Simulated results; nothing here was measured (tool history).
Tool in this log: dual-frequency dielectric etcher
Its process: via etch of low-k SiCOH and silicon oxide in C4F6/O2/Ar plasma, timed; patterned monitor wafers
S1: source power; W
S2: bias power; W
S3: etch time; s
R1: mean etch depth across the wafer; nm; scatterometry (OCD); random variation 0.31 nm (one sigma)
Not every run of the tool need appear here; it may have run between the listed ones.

| run | hour | S1 | S2 | S3 | R1 |
|---|---|---|---|---|---|
| 1 | 0 | 400 | 246 | 39.5 | 124.22 |
| 2 | 3.7 | 390 | 244 | 39.5 | 122.61 |
| 3 | 8.6 | 460 | 244 | 39.5 | 131.67 |
| 4 | 17.5 | 510 | 244 | 39.5 | 138.07 |
| 5 | 21.6 | 490 | 239 | 39.5 | 134.31 |
| 6 | 26.2 | 490 | 195 | 39.5 | 126.11 |
| 7 | 34.2 | 480 | 192 | 39.5 | 124.16 |
| 8 | 42.3 | 470 | 190 | 39.5 | 123.19 |
| 9 | 44.3 | 460 | 188 | 39.5 | 120.93 |
| 10 | 46.5 | 450 | 187 | 39.5 | 120.56 |
| 11 | 47.1 | 440 | 185 | 39.5 | 117.95 |
| 12 | 47.8 | 440 | 184 | 39.5 | 118.35 |
| 13 | 53.7 | 440 | 183 | 39.5 | 118.15 |
|  | 61 | wet clean of the chamber |
| 14 | 61 | 440 | 182 | 39.5 | 120.68 |
| 15 | 67.6 | 430 | 179 | 39.5 | 119.13 |
| 16 | 69.6 | 390 | 169 | 39 | 110.21 |

Run 17 comes next. What will it give?
| 17 | 74.5 | 390 | 170 | 39 | ? |

For run 17 the tool returned R1 111.04 nm.

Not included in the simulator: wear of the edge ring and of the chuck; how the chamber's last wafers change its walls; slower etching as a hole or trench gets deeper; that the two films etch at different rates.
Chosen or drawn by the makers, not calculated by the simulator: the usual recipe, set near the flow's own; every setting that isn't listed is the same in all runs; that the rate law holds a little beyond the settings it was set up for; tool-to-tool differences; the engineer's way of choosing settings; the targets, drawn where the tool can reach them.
